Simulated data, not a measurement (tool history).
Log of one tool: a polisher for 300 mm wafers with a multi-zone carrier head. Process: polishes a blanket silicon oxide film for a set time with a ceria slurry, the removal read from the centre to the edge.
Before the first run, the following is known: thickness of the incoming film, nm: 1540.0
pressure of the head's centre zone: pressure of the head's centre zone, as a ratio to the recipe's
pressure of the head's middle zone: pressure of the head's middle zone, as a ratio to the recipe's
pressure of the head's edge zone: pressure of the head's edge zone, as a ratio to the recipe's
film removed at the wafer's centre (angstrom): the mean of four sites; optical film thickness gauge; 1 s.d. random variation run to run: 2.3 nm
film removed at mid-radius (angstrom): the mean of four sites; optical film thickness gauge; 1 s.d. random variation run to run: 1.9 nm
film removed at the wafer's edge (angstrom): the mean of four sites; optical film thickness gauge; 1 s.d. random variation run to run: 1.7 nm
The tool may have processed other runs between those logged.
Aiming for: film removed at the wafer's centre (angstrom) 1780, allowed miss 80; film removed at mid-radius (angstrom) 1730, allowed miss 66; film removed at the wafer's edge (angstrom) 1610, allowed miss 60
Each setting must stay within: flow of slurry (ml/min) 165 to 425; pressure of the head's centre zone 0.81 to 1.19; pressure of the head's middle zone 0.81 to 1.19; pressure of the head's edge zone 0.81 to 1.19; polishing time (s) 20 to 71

run	hour	flow of slurry (ml/min)	pressure of the head's centre zone	pressure of the head's middle zone	pressure of the head's edge zone	polishing time (s)	film removed at the wafer's centre (angstrom)	film removed at mid-radius (angstrom)	film removed at the wafer's edge (angstrom)
1	0	275	1	1	1	45	1026.5	1056.7	1074
2	3.2	280	1.03	1.03	1.01	48	1124.8	1150.3	1124.5
3	9.9	280	1.03	0.95	1.01	48	1161.4	1091.7	1154.5
4	17.2	280	1	0.95	1.01	48	1122.6	1094.9	1124.6
5	25	280	1	0.95	1.01	55	1312.7	1240	1307
6	25.8	285	1.02	0.99	1.01	57	1351.6	1336	1356.3
7	33.7	290	1.05	1.01	1.01	59	1408.5	1413.8	1409.9
8	40	290	1.05	1.01	1.01	59	1436.6	1411.6	1418.7
9	45.3	295	1.07	1.03	1	60	1534.5	1468.9	1410.4
10	48.8	300	1.08	1.04	1.01	61	1545.5	1523.6	1463.1
11	50.5	300	1.08	1.04	1.01	61	1565.7	1483.3	1446.7
12	54.7	300	1.09	1.05	1.01	62	1625.1	1529.6	1481.7
13	60.4	300	1.09	1.06	1.02	63	1598.9	1601.1	1512.6

Pick the move, out of 4, that brings all results within their allowed miss; only one does.
A	66.1	290	1.11	1.07	1.03	63	?	?	?
B	66.1	295	1.17	1.13	0.96	65	?	?	?
C	66.1	330	1.15	1.19	0.95	66	?	?	?
D	66.1	375	1.13	1.09	1.03	67	?	?	?

move	film removed at the wafer's centre (angstrom)	film removed at mid-radius (angstrom)	film removed at the wafer's edge (angstrom)
A	1662	1578.9	1515.4
B	1811.1	1708.5	1511.4
C	1822.3	1827.1	1534.1
D	1831.9	1733.3	1631
A: about the same distance from the targets as the last run
B: corrects the largest miss of the last run, while another result sits out of spec
C: corrects the largest miss of the last run, while another result sits out of spec
D: each result inside its tolerance
The right move is D.
